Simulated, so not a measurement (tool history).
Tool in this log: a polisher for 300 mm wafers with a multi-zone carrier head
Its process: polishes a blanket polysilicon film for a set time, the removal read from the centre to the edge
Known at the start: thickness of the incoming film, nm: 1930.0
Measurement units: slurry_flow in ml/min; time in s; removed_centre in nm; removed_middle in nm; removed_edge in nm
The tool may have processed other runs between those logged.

run 1 hour=0.0 | slurry_flow=225 centre_zone=1.00 middle_zone=1.00 edge_zone=1.00 time=67 | removed_centre=705.83 removed_middle=741.12 removed_edge=696.89
run 2 hour=1.7 | slurry_flow=225 centre_zone=1.00 middle_zone=1.00 edge_zone=1.00 time=74 | removed_centre=790.28 removed_middle=818.29 removed_edge=773.50
run 3 hour=10.1 | slurry_flow=225 centre_zone=1.04 middle_zone=1.00 edge_zone=1.00 time=74 | removed_centre=824.06 removed_middle=803.85 removed_edge=794.25
run 4 hour=17.8 | slurry_flow=200 centre_zone=1.04 middle_zone=1.00 edge_zone=1.00 time=74 | removed_centre=787.14 removed_middle=808.55 removed_edge=764.17
run 5 hour=26.2 | slurry_flow=195 centre_zone=1.04 middle_zone=0.97 edge_zone=1.01 time=73 | removed_centre=795.25 removed_middle=768.26 removed_edge=768.84
run 6 hour=30.2 | slurry_flow=195 centre_zone=1.04 middle_zone=0.97 edge_zone=1.01 time=82 | removed_centre=883.64 removed_middle=866.94 removed_edge=867.26
run 7 hour=35.5 | slurry_flow=190 centre_zone=1.03 middle_zone=0.95 edge_zone=1.01 time=80 | removed_centre=846.59 removed_middle=826.40 removed_edge=829.98

Expected results for the next run?
run 8 hour=40.7 | slurry_flow=155 centre_zone=0.95 middle_zone=0.85 edge_zone=1.06 time=68 | removed_centre=? removed_middle=? removed_edge=?

{"run 8": {"removed_centre": 636.34, "removed_middle": 623.06, "removed_edge": 705.66}}

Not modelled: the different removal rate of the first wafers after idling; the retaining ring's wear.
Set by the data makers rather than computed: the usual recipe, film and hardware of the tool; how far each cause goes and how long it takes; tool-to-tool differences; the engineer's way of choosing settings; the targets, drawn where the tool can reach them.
